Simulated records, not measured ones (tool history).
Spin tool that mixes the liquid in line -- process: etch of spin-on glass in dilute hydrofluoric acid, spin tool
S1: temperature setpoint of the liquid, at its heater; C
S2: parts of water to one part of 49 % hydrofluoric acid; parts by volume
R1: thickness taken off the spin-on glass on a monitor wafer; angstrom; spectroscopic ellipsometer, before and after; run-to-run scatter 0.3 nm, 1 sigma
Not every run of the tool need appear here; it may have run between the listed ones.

Run 1, hour 0: S1 21 C, S2 200 parts by volume, time under the liquid (s) 85. Result: R1 116.57 angstrom.
Run 2, hour 0.6: S1 21 C, S2 140 parts by volume, time under the liquid (s) 85. Result: R1 174.38 angstrom.
Run 3, hour 5.9: S1 23.5 C, S2 125 parts by volume, time under the liquid (s) 85. Result: R1 221.49 angstrom.
Run 4, hour 13.5: S1 23.5 C, S2 185 parts by volume, time under the liquid (s) 85. Result: R1 136.61 angstrom.
Run 5, hour 21.2: S1 26.5 C, S2 185 parts by volume, time under the liquid (s) 85. Result: R1 157.26 angstrom.
Run 6, hour 29.6: S1 26.5 C, S2 125 parts by volume, time under the liquid (s) 85. Result: R1 243.42 angstrom.
Run 7, hour 37.5: S1 27.5 C, S2 120 parts by volume, time under the liquid (s) 85. Result: R1 269.3 angstrom.
Run 8, hour 41.8: S1 28 C, S2 115 parts by volume, time under the liquid (s) 85. Result: R1 287.61 angstrom.

What does the tool deliver on the next run?
Run 9, hour 47.5: S1 28.5 C, S2 115 parts by volume, time under the liquid (s) 85. Result: R1 ?.

Run 9 yielded R1 292.96 angstrom.
